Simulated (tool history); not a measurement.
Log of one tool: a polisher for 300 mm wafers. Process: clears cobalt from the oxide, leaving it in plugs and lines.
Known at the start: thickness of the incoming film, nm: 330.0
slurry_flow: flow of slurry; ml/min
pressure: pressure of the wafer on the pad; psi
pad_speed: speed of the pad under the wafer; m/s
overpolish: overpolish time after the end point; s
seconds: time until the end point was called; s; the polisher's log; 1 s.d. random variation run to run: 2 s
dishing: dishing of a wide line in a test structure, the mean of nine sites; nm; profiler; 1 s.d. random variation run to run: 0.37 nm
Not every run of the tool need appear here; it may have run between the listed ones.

| run | hour | slurry_flow | pressure | pad_speed | overpolish | seconds | dishing |
|---|---|---|---|---|---|---|---|
| 1 | 0.0 | 230 | 2.2 | 0.78 | 19 | 58.420 | 58.051 |
| 2 | 1.7 | 230 | 2.0 | 0.72 | 16 | 68.299 | 48.898 |
| 3 | 8.2 | 230 | 2.0 | 0.82 | 16 | 63.782 | 50.989 |
| 4 | 12.5 | 230 | 2.0 | 0.88 | 16 | 58.979 | 53.179 |
| 5 | 15.2 | 230 | 2.5 | 0.88 | 16 | 48.541 | 59.172 |
| 6 | 18.8 | 225 | 2.3 | 0.78 | 14 | 56.806 | 50.066 |
| 7 | 27.1 | 225 | 2.1 | 0.72 | 13 | 63.076 | 43.760 |
| 8 | 28.0 | 225 | 1.9 | 0.66 | 13 | 76.354 | 38.380 |
| 9 | 33.9 | 225 | 1.7 | 0.64 | 13 | 88.463 | 35.084 |
| 10 | 42.5 | 225 | 1.6 | 0.64 | 13 | 92.985 | 32.753 |
| 11 | 45.2 | 225 | 1.5 | 0.64 | 13 | 99.430 | 31.603 |
| 12 | 53.4 | 225 | 1.4 | 0.64 | 13 | 106.130 | 30.222 |

Forecast run 13:
| 13 | 62.3 | 225 | 1.3 | 0.64 | 13 | ? | ? |

Logged for run 13: seconds 109.410 s, dishing 28.324 nm.
